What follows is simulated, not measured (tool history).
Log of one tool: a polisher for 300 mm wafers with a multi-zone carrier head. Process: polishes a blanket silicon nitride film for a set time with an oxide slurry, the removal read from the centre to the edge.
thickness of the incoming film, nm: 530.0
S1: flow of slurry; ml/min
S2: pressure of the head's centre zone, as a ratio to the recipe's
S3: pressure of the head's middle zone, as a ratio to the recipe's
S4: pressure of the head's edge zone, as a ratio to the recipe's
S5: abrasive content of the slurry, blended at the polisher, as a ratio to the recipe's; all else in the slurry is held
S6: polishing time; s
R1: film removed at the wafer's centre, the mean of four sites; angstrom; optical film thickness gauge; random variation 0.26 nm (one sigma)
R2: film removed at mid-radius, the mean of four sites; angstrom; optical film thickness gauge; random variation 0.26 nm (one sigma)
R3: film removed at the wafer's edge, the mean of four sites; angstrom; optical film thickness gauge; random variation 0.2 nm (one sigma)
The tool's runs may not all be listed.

run 1 day=0 | S1=165 S2=1 S3=1 S4=1 S5=1 S6=80 | R1=325.14 R2=325.05 R3=320.83
run 2 day=0.188 | S1=165 S2=1 S3=1 S4=1.04 S5=1 S6=80 | R1=322.57 R2=325.86 R3=330.9
run 3 day=0.417 | S1=165 S2=1 S3=1.04 S4=1.04 S5=1 S6=80 | R1=321.23 R2=331.33 R3=330.82
run 4 day=0.479 | S1=165 S2=1 S3=0.97 S4=1.04 S5=1 S6=80 | R1=320.82 R2=311.5 R3=332.22
run 5 day=0.504 | S1=160 S2=1 S3=0.96 S4=1.02 S5=1 S6=80 | R1=316.54 R2=312.41 R3=326.69
run 6 day=0.525 | S1=160 S2=1 S3=0.93 S4=1.02 S5=1 S6=80 | R1=321.37 R2=301.73 R3=322.09
run 7 day=0.775 | S1=155 S2=0.99 S3=0.92 S4=1 S5=1 S6=80 | R1=317.28 R2=295.53 R3=318.13
run 8 day=0.875 | S1=150 S2=0.98 S3=0.92 S4=0.98 S5=1 S6=80 | R1=311.74 R2=288.68 R3=315.24
run 9 day=0.908 | S1=150 S2=0.98 S3=0.93 S4=0.96 S5=1 S6=80 | R1=305.9 R2=295.76 R3=315.65
run 10 day=1.242 | S1=150 S2=0.99 S3=0.93 S4=0.94 S5=0.95 S6=80 | R1=302.65 R2=290.68 R3=302.13
run 11 day=1.388 | S1=145 S2=1 S3=0.93 S4=0.92 S5=0.95 S6=80 | R1=303.86 R2=283.81 R3=295.05
run 12 day=1.629 | S1=140 S2=1 S3=0.94 S4=0.91 S5=0.95 S6=80 | R1=297.74 R2=284.42 R3=293.87
run 13 day=1.729 | S1=140 S2=1.01 S3=0.94 S4=0.9 S5=0.95 S6=80 | R1=303.9 R2=286.94 R3=293.88
run 14 day=2.017 | S1=140 S2=1.01 S3=0.94 S4=0.89 S5=0.95 S6=80 | R1=306.18 R2=286.58 R3=290.76
run 15 day=2.096 | S1=135 S2=1.01 S3=0.94 S4=0.88 S5=0.95 S6=80 | R1=298.75 R2=283.22 R3=284.42

Run 16 comes next. What will it give?
run 16 day=2.408 | S1=105 S2=1.03 S3=0.95 S4=0.81 S5=0.95 S6=80 | R1=? R2=? R3=?

R1: 275.7 angstrom
R2: 266.53 angstrom
R3: 263.71 angstrom
